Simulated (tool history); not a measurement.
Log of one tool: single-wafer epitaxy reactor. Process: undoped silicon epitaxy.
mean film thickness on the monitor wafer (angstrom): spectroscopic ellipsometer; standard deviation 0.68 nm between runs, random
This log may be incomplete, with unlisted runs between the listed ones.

run	hour	wafer temperature setpoint (pyrometer-controlled) (°C)	deposition time (s)	mean film thickness on the monitor wafer (angstrom)
1	0	645	474	748.86
2	1.7	645	510	802.52
3	6.6	648	511	858.96
4	13.4	644	511	796.75
5	19.1	638	511	707.73
6	20.9	638	575	789
7	28.2	641	576	835.92
8	31.8	644	577	897.9
9	40.8	646	578	928.6

Run 10 comes next. What will it give?
10	44.3	648	579	?

mean film thickness on the monitor wafer (angstrom): 967.1
